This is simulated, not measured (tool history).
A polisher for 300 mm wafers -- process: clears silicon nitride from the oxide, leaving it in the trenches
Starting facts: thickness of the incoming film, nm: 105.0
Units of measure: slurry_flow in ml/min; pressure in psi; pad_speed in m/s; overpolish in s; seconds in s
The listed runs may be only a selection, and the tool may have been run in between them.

run    day  slurry_flow  pressure  pad_speed  overpolish  seconds
  1  0.000          160       2.3       0.98          11   143.79
  2  0.300          125       2.3       0.98          11   150.73
  3  0.346          130       2.4       0.98          11   142.72
  4  0.388          135       2.5       0.98          11   137.45
  5  0.488          140       2.5       0.98          11   136.85
  6  0.700          155       2.5       0.98          11   132.82

For run 7, what comes out?
  7  0.800          160       2.5       0.98          11        ?

Run 7 gave seconds 131.94 s.
